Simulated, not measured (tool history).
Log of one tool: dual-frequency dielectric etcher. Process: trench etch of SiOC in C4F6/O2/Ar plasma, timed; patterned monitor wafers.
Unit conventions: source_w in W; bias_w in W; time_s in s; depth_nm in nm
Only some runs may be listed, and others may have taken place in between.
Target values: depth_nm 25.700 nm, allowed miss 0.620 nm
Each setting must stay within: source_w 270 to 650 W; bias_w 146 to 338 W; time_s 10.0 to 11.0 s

run  hour  source_w  bias_w  time_s  depth_nm
  1   0.0       460     242    11.0    27.632
  2   0.8       450     240    11.0    27.546
  3   8.6       450     240    11.0    27.825
  4  12.3       450     283    11.0    28.810
  5  18.7       450     308    11.0    29.249
  6  23.5       430     304    11.0    29.110
  7  29.0       410     296    11.0    28.599
  8  33.8       410     296    11.0    28.291
  9  36.1       390     292    11.0    27.551
 10  41.0       390     292    11.0    27.833
 11  42.2       380     289    11.0    27.545
 12  48.0       370     286    11.0    27.416
 13  52.3       360     283    11.0    26.865
 14  53.9       350     282    11.0    26.711
     62.2  -- bias power generator calibrated
 15  62.2       340     281    11.0    26.799
 16  63.2       330     279    11.0    26.651

Which one of the following 5 next-run settings gets every result inside its allowed miss? There is exactly one.
  A  64.2       320     255    10.5         ?
  B  64.2       390     308    10.5         ?
  C  64.2       340     338    11.0         ?
  D  64.2       390     314    10.5         ?
  E  64.2       360     214    11.0         ?

move  depth_nm
   A    24.472
   B    27.063
   C    27.969
   D    27.197
   E    25.438
A: takes the biggest miss from the last run beyond its target
B: lands further from the targets than the last run did
C: lands further from the targets than the last run did
D: lands further from the targets than the last run did
E: meets every target
E meets every target.

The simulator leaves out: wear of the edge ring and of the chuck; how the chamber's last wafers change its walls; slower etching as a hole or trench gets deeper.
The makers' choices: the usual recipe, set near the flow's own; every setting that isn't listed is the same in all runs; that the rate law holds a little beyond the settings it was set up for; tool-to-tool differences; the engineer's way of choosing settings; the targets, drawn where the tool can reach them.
